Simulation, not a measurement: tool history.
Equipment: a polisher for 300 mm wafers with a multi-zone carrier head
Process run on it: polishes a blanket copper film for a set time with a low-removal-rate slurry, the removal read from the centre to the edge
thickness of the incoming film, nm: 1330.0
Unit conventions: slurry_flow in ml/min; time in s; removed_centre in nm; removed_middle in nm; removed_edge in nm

{"run": 1, "hour": 0.0, "slurry_flow": 300, "centre_zone": 1.0, "middle_zone": 1.0, "edge_zone": 1.0, "slurry_solids": 1.0, "time": 41, "removed_centre": 77.664, "removed_middle": 79.198, "removed_edge": 81.738}
{"run": 2, "hour": 5.0, "slurry_flow": 310, "centre_zone": 0.99, "middle_zone": 1.03, "edge_zone": 1.01, "slurry_solids": 1.1, "time": 41, "removed_centre": 78.605, "removed_middle": 82.03, "removed_edge": 82.592}
{"run": 3, "hour": 12.2, "slurry_flow": 310, "centre_zone": 0.97, "middle_zone": 1.05, "edge_zone": 1.02, "slurry_solids": 1.15, "time": 42, "removed_centre": 80.748, "removed_middle": 86.772, "removed_edge": 85.905}
{"run": 4, "hour": 17.0, "slurry_flow": 310, "centre_zone": 0.97, "middle_zone": 1.05, "edge_zone": 1.02, "slurry_solids": 1.05, "time": 42, "removed_centre": 79.865, "removed_middle": 84.708, "removed_edge": 85.952}
{"run": 5, "hour": 25.1, "slurry_flow": 310, "centre_zone": 0.97, "middle_zone": 1.05, "edge_zone": 1.06, "slurry_solids": 1.05, "time": 42, "removed_centre": 77.733, "removed_middle": 85.127, "removed_edge": 86.535}
{"run": 6, "hour": 30.8, "slurry_flow": 315, "centre_zone": 0.95, "middle_zone": 1.07, "edge_zone": 1.07, "slurry_solids": 1.1, "time": 42, "removed_centre": 76.568, "removed_middle": 87.427, "removed_edge": 87.99}
{"run": 7, "hour": 39.6, "slurry_flow": 320, "centre_zone": 0.94, "middle_zone": 1.09, "edge_zone": 1.07, "slurry_solids": 1.15, "time": 42, "removed_centre": 78.144, "removed_middle": 89.193, "removed_edge": 87.525}
{"run": 8, "hour": 44.0, "slurry_flow": 320, "centre_zone": 0.93, "middle_zone": 1.11, "edge_zone": 1.08, "slurry_solids": 1.2, "time": 43, "removed_centre": 77.115, "removed_middle": 94.319, "removed_edge": 91.59}
{"run": 9, "hour": 49.2, "slurry_flow": 320, "centre_zone": 0.93, "middle_zone": 1.11, "edge_zone": 1.08, "slurry_solids": 1.2, "time": 43, "removed_centre": 79.479, "removed_middle": 93.461, "removed_edge": 90.169}
{"run": 10, "hour": 54.4, "slurry_flow": 325, "centre_zone": 0.92, "middle_zone": 1.12, "edge_zone": 1.09, "slurry_solids": 1.25, "time": 43, "removed_centre": 76.145, "removed_middle": 95.251, "removed_edge": 91.852}

Run 11, settings as shown, results not yet in. Your forecast:
{"run": 11, "hour": 58.9, "slurry_flow": 330, "centre_zone": 0.93, "middle_zone": 1.13, "edge_zone": 1.09, "slurry_solids": 1.3, "time": 43, "removed_centre": "?", "removed_middle": "?", "removed_edge": "?"}

removed_centre: 78.993 nm
removed_middle: 97.368 nm
removed_edge: 92.065 nm

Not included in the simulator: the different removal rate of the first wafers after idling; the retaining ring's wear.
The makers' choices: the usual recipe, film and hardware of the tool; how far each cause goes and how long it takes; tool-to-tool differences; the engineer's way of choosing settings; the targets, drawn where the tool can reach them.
